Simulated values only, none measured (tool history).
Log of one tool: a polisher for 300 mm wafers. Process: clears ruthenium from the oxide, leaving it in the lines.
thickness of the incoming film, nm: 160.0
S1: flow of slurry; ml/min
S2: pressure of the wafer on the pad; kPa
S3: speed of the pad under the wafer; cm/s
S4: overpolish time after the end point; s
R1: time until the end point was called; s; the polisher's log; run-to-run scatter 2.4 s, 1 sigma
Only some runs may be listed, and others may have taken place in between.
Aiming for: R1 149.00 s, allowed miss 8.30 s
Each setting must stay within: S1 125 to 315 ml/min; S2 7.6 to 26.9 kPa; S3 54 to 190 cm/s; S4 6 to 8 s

run 1 day=0.000 | S1=205 S2=17.2 S3=122 S4=8 | R1=113.57
run 2 day=0.208 | S1=205 S2=14.5 S3=122 S4=8 | R1=132.25
run 3 day=0.254 | S1=205 S2=14.5 S3=138 S4=8 | R1=119.91
run 4 day=0.571 | S1=245 S2=14.5 S3=138 S4=8 | R1=118.18
run 5 day=0.608 | S1=245 S2=13.8 S3=138 S4=8 | R1=120.27
run 6 day=0.683 | S1=245 S2=13.1 S3=138 S4=8 | R1=124.39
run 7 day=0.962 | S1=245 S2=12.4 S3=138 S4=8 | R1=129.50
run 8 day=1.229 | S1=245 S2=12.4 S3=138 S4=8 | R1=130.95
run 9 day=1.588 | S1=245 S2=11.7 S3=138 S4=8 | R1=135.93

4 next moves are on the table. One of them brings every result within its allowed miss. Which?
run A day=1.946 | S1=165 S2=13.8 S3=102 S4=8 | R1=?
run B day=1.946 | S1=255 S2=13.1 S3=130 S4=8 | R1=?
run C day=1.946 | S1=235 S2=9.7 S3=148 S4=6 | R1=?
run D day=1.946 | S1=275 S2=11.7 S3=140 S4=6 | R1=?

move=A R1=169.38
move=B R1=134.07
move=C R1=150.57
move=D R1=135.31
A: carries the result that was furthest off beyond its target, to the other side
B: misses by more than the last run did
C: meets every target
D: roughly where the last run was
The move that meets every target is C.
